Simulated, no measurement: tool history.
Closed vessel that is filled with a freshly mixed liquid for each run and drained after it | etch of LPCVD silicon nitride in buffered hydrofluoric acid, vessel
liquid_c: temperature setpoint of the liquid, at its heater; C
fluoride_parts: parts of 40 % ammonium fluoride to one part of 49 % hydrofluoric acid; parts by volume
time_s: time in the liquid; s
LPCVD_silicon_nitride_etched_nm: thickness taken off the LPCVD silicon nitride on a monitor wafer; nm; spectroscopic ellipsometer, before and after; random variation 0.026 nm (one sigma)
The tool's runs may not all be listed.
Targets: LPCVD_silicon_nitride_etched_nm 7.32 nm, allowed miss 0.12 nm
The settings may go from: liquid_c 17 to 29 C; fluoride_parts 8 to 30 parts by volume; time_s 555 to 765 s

run	hour	liquid_c	fluoride_parts	time_s	LPCVD_silicon_nitride_etched_nm
1	0	21	21.5	765	4.798
2	6.1	22	21.5	765	5.1152
3	10.2	23	21.5	765	5.3696
4	13.7	23.5	21.5	765	5.5179
5	22.6	24	21.5	765	5.7078
6	25.9	24	25	765	5.1653
7	34.2	24.5	24.5	765	5.3622
8	36.4	28.5	22	765	7.1187

Which of these 4 next moves meets every target?
A	38.6	27.5	19	765	?
B	38.6	29	19.5	735	?
C	38.6	29	21.5	755	?
D	38.6	29	20.5	745	?

move	LPCVD_silicon_nitride_etched_nm
A	7.6005
B	7.7106
C	7.3525
D	7.4955
A: takes the result that was furthest off past its target
B: takes the result that was furthest off past its target
C: meets every target
D: takes the result that was furthest off past its target
The right move is C.
